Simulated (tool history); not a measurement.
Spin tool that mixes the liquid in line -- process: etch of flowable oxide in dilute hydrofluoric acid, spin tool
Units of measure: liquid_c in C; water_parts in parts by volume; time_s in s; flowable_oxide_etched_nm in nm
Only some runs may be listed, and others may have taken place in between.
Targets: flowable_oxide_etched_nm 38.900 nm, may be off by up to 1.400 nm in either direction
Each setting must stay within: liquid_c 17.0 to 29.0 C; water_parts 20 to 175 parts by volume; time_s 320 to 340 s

run  hour  liquid_c  water_parts  time_s  flowable_oxide_etched_nm
  1   0.0      21.0           95     320                    66.280
  2   8.6      21.0          125     320                    48.354
  3   9.5      20.0          125     320                    46.003
  4  17.1      18.0          125     320                    41.872
  5  24.4      19.5          125     320                    44.538
  6  33.3      19.0          125     320                    44.393
  7  39.7      18.5          125     320                    43.520
  8  43.8      18.0          125     320                    42.989

5 next moves are on the table. One of them brings every result within its allowed miss. Which?
  A  47.9      17.5          125     330                         ?
  B  47.9      17.5          135     330                         ?
  C  47.9      17.5          140     320                         ?
  D  47.9      17.0          140     320                         ?
  E  47.9      17.0          140     325                         ?

move  flowable_oxide_etched_nm
   A                    41.947
   B                    38.451
   C                    35.775
   D                    35.047
   E                    35.594
A: an improvement on the last run, though not all results are within tolerance
B: each result inside its tolerance
C: carries the result that was furthest off beyond its target, to the other side
D: carries the result that was furthest off beyond its target, to the other side
E: carries the result that was furthest off beyond its target, to the other side
The right move is B.

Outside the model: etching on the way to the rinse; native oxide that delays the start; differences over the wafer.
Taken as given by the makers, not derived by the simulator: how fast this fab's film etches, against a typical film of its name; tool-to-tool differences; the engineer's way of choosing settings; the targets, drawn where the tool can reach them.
